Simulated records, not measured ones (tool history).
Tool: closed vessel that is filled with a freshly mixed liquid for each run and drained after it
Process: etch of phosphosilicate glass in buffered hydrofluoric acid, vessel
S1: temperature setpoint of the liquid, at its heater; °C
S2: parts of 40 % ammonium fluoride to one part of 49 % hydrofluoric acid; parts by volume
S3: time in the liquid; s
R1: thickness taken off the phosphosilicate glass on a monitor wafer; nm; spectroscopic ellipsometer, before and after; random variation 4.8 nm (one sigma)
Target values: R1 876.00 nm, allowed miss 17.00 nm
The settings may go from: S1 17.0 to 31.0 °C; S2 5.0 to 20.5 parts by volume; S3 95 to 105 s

| run | hour | S1 | S2 | S3 | R1 |
|---|---|---|---|---|---|
| 1 | 0.0 | 23.0 | 12.5 | 95 | 501.77 |
| 2 | 2.8 | 24.5 | 12.0 | 95 | 564.44 |
| 3 | 4.4 | 22.5 | 12.0 | 95 | 507.75 |
| 4 | 11.3 | 22.5 | 10.0 | 95 | 599.18 |
| 5 | 13.9 | 22.5 | 11.5 | 95 | 524.72 |
| 6 | 18.6 | 24.0 | 11.5 | 95 | 567.39 |
| 7 | 24.7 | 25.5 | 11.0 | 95 | 650.66 |
| 8 | 25.4 | 29.5 | 11.0 | 95 | 802.70 |
| 9 | 32.5 | 30.0 | 11.0 | 95 | 816.01 |
| 10 | 39.0 | 30.5 | 11.0 | 95 | 838.84 |

Exactly one of the 5 candidate moves below puts every result within its allowed miss. Which one?
| A | 45.5 | 30.0 | 12.0 | 100 | ? |
| B | 45.5 | 31.0 | 11.5 | 100 | ? |
| C | 45.5 | 30.5 | 12.5 | 105 | ? |
| D | 45.5 | 27.0 | 10.5 | 100 | ? |
| E | 45.5 | 28.0 | 11.0 | 105 | ? |

| move | R1 |
|---|---|
| A | 788.22 |
| B | 865.22 |
| C | 816.21 |
| D | 767.13 |
| E | 811.50 |
A: lands further from the targets than the last run did
B: hits every target within its allowed miss
C: lands further from the targets than the last run did
D: lands further from the targets than the last run did
E: lands further from the targets than the last run did
B is the move that brings every result within its allowed miss.

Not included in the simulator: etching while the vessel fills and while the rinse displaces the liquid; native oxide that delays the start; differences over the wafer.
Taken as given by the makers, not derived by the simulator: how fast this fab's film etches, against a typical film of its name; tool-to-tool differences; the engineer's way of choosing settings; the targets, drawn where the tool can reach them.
